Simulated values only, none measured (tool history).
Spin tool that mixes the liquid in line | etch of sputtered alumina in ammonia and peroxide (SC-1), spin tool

run,hour,temperature setpoint of the liquid (K),parts of 29 % ammonia solution to one part of 30 % peroxide (parts by volume),time under the liquid (s),thickness taken off the sputtered alumina on a monitor wafer (nm)
1,0,322.15,0.45,85,2.702
2,5.9,322.15,0.55,85,2.7803
3,10.1,324.65,0.55,85,3.1771
4,16.4,326.65,0.55,85,3.532
5,25.1,327.65,0.55,85,3.7165
6,32.4,328.65,0.55,85,3.9203

The next listed run, before its measurement:
7,41,329.15,0.55,85,?

{"run 7": {"thickness taken off the sputtered alumina on a monitor wafer (nm)": 4.0936}}

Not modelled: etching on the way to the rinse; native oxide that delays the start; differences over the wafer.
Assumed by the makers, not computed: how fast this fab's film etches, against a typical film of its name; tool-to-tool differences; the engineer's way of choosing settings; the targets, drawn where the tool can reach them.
